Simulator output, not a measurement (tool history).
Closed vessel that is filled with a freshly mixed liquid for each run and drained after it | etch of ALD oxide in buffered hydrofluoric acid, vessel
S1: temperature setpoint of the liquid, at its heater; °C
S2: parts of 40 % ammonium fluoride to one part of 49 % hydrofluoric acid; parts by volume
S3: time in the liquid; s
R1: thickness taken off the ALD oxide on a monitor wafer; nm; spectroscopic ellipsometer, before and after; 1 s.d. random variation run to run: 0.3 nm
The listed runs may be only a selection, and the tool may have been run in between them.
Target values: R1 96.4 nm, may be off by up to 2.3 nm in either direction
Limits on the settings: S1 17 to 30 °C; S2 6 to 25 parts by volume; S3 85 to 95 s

{"run": 1, "day": 0.0, "S1": 22, "S2": 15.5, "S3": 85, "R1": 142.59}
{"run": 2, "day": 0.054, "S1": 20.5, "S2": 16, "S3": 85, "R1": 128.06}
{"run": 3, "day": 0.2, "S1": 20.5, "S2": 16, "S3": 85, "R1": 127.72}
{"run": 4, "day": 0.408, "S1": 19.5, "S2": 16.5, "S3": 85, "R1": 116.59}
{"run": 5, "day": 0.792, "S1": 19.5, "S2": 16.5, "S3": 95, "R1": 131.03}
{"run": 6, "day": 0.833, "S1": 17, "S2": 16.5, "S3": 95, "R1": 113.19}
{"run": 7, "day": 1.125, "S1": 17, "S2": 17, "S3": 95, "R1": 109.71}
{"run": 8, "day": 1.204, "S1": 17, "S2": 17.5, "S3": 95, "R1": 107.13}
{"run": 9, "day": 1.412, "S1": 17, "S2": 18, "S3": 95, "R1": 103.97}
{"run": 10, "day": 1.671, "S1": 17, "S2": 18.5, "S3": 95, "R1": 101.27}
{"run": 11, "day": 2.012, "S1": 17, "S2": 19, "S3": 95, "R1": 98.935}
{"day": 2.3, "done": "hydrofluoric acid flow meter replaced"}
{"run": 12, "day": 2.3, "S1": 17, "S2": 19.5, "S3": 95, "R1": 85.918}
{"run": 13, "day": 2.379, "S1": 17.5, "S2": 19.5, "S3": 95, "R1": 89.217}
{"run": 14, "day": 2.712, "S1": 18, "S2": 19.5, "S3": 95, "R1": 91.53}

Which single option among these 4 for the next run brings every result within its allowed miss of target? Just one does.
{"run": "A", "day": 3.046, "S1": 19, "S2": 20, "S3": 90, "R1": "?"}
{"run": "B", "day": 3.046, "S1": 17.5, "S2": 18, "S3": 90, "R1": "?"}
{"run": "C", "day": 3.046, "S1": 17, "S2": 17.5, "S3": 95, "R1": "?"}
{"run": "D", "day": 3.046, "S1": 18, "S2": 20, "S3": 95, "R1": "?"}

move=A R1=89.274
move=B R1=90.984
move=C R1=95.967
move=D R1=89.039
A: misses by more than the last run did
B: misses by more than the last run did
C: in spec on every target
D: misses by more than the last run did
C is the move that brings every result within its allowed miss.

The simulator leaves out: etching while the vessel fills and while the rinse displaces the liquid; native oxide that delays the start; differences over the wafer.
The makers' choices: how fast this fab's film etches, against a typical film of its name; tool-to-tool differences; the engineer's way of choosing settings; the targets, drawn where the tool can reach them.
